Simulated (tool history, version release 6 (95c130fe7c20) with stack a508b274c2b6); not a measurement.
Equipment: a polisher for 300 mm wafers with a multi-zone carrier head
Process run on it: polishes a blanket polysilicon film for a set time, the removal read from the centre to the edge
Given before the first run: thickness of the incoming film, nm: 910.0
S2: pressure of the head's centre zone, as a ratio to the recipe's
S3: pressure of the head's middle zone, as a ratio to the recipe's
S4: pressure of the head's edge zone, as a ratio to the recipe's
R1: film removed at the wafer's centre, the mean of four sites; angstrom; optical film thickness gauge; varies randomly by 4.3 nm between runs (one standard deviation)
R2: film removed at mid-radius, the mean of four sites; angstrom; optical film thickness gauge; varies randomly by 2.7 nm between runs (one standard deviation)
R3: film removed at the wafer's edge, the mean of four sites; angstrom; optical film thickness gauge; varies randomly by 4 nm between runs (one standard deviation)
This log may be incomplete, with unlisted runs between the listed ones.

Run 1, hour 0.0: flow of slurry (ml/min) 315, S2 1.00, S3 1.00, S4 1.00, polishing time (s) 42. Result: R1 2878.7 angstrom, R2 2887.0 angstrom, R3 2764.6 angstrom.
Run 2, hour 6.0: flow of slurry (ml/min) 320, S2 1.03, S3 1.02, S4 1.02, polishing time (s) 43. Result: R1 3101.9 angstrom, R2 3001.7 angstrom, R3 2823.2 angstrom.
Run 3, hour 13.0: flow of slurry (ml/min) 320, S2 1.03, S3 1.02, S4 1.06, polishing time (s) 43. Result: R1 3024.0 angstrom, R2 2991.5 angstrom, R3 2891.5 angstrom.
Run 4, hour 19.3: flow of slurry (ml/min) 275, S2 1.03, S3 1.02, S4 1.06, polishing time (s) 43. Result: R1 2950.2 angstrom, R2 2966.3 angstrom, R3 2892.4 angstrom.
Run 5, hour 25.8: flow of slurry (ml/min) 275, S2 1.03, S3 0.98, S4 1.06, polishing time (s) 43. Result: R1 2992.6 angstrom, R2 2878.7 angstrom, R3 2866.8 angstrom.
Run 6, hour 27.2: flow of slurry (ml/min) 280, S2 1.05, S3 1.00, S4 1.07, polishing time (s) 44. Result: R1 3158.4 angstrom, R2 3025.2 angstrom, R3 2976.7 angstrom.
Run 7, hour 29.8: flow of slurry (ml/min) 280, S2 1.07, S3 1.02, S4 1.08, polishing time (s) 45. Result: R1 3280.8 angstrom, R2 3122.3 angstrom, R3 3111.5 angstrom.

For run 8, what comes out?
Run 8, hour 32.9: flow of slurry (ml/min) 290, S2 1.09, S3 1.04, S4 1.08, polishing time (s) 45. Result: R1 ?, R2 ?, R3 ?.

Run 8 came out at R1 3331.9 angstrom, R2 3138.8 angstrom, R3 3067.3 angstrom.
